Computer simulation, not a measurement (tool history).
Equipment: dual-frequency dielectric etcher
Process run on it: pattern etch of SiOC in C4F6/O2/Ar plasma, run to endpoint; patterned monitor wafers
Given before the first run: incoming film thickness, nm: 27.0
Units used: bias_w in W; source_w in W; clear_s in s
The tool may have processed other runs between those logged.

run,hour,bias_w,source_w,clear_s
1,0,644,460,8.6364
2,6.6,644,380,9.3197
3,13.5,530,380,9.8481
4,18.7,530,300,10.492
5,22.6,530,270,10.953
6,26.4,530,270,10.808
7,31.3,567,300,10.418
8,36.3,597,330,10.081
9,43.4,618,360,9.5061
10,44.5,747,460,8.4173

Forecast run 11:
11,48.5,758,470,?

Run 11 yielded clear_s 8.2814 s.

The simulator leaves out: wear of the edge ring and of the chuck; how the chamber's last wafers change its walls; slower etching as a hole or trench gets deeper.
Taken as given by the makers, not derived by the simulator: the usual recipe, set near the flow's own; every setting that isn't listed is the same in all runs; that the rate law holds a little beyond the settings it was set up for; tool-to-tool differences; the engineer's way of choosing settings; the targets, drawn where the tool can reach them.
